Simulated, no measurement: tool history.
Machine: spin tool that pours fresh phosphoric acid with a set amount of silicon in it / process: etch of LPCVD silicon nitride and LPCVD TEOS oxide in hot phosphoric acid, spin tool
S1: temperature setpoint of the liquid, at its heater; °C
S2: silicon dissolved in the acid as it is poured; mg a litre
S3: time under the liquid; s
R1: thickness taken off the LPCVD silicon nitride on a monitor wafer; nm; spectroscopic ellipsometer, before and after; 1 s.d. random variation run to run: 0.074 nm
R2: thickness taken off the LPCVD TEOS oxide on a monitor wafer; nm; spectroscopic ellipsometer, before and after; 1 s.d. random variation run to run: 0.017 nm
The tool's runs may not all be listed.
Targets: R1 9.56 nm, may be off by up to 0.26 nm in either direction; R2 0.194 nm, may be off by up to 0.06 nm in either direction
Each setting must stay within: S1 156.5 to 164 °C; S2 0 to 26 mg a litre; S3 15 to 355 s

run	hour	S1	S2	S3	R1	R2
1	0	159	11.5	180	17.034	0.38716
2	1.2	160.5	11.5	180	17.901	0.42918
3	10	160.5	7.5	180	17.622	0.35281
4	12.5	160.5	10	180	17.725	0.40832
5	15.8	160.5	5.5	180	17.746	0.41504
6	24.2	158.5	5.5	180	16.828	0.31604
7	26.1	158.5	6.5	150	13.717	0.33463
8	29.4	158.5	6.5	150	13.742	0.3155
9	35	158	4.5	135	12.173	0.31466
10	43.7	157.5	3	125	11.047	0.21992
11	48.4	157.5	3	120	10.786	0.26029
12	53.6	157	2	115	10.109	0.20679

4 next moves are on the table. One of them brings every result within its allowed miss. Which?
A	58.8	157	6	110	?	?
B	58.8	156.5	0	105	?	?
C	58.8	158	9	100	?	?
D	58.8	160	11	90	?	?

move	R1	R2
A	9.7253	0.19623
B	9.1263	0.20249
C	9.1467	0.18051
D	8.8068	0.18034
A: all results in spec
B: carries the result that was furthest off beyond its target, to the other side
C: carries the result that was furthest off beyond its target, to the other side
D: carries the result that was furthest off beyond its target, to the other side
So the answer is move A, the one that meets all the targets.
